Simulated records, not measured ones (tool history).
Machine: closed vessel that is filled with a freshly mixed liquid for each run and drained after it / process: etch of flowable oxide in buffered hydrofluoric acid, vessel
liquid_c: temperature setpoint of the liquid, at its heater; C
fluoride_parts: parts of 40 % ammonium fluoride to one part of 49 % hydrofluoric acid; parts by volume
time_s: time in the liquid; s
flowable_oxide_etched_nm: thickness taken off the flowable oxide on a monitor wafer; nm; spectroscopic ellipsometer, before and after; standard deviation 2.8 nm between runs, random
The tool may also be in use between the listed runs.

run 1 day=0.000 | liquid_c=25.0 fluoride_parts=13.5 time_s=100 | flowable_oxide_etched_nm=230.81
run 2 day=0.142 | liquid_c=25.0 fluoride_parts=13.5 time_s=110 | flowable_oxide_etched_nm=252.64
run 3 day=0.446 | liquid_c=26.0 fluoride_parts=13.5 time_s=110 | flowable_oxide_etched_nm=267.88
run 4 day=0.650 | liquid_c=27.0 fluoride_parts=13.5 time_s=110 | flowable_oxide_etched_nm=280.02
run 5 day=0.925 | liquid_c=27.5 fluoride_parts=13.5 time_s=110 | flowable_oxide_etched_nm=289.53
run 6 day=1.054 | liquid_c=31.0 fluoride_parts=13.5 time_s=110 | flowable_oxide_etched_nm=345.81
run 7 day=1.308 | liquid_c=30.0 fluoride_parts=13.5 time_s=110 | flowable_oxide_etched_nm=331.18
run 8 day=1.392 | liquid_c=29.5 fluoride_parts=13.5 time_s=110 | flowable_oxide_etched_nm=322.65

Expected results for the next run?
run 9 day=1.562 | liquid_c=29.0 fluoride_parts=13.5 time_s=110 | flowable_oxide_etched_nm=?

flowable_oxide_etched_nm: 311.36 nm
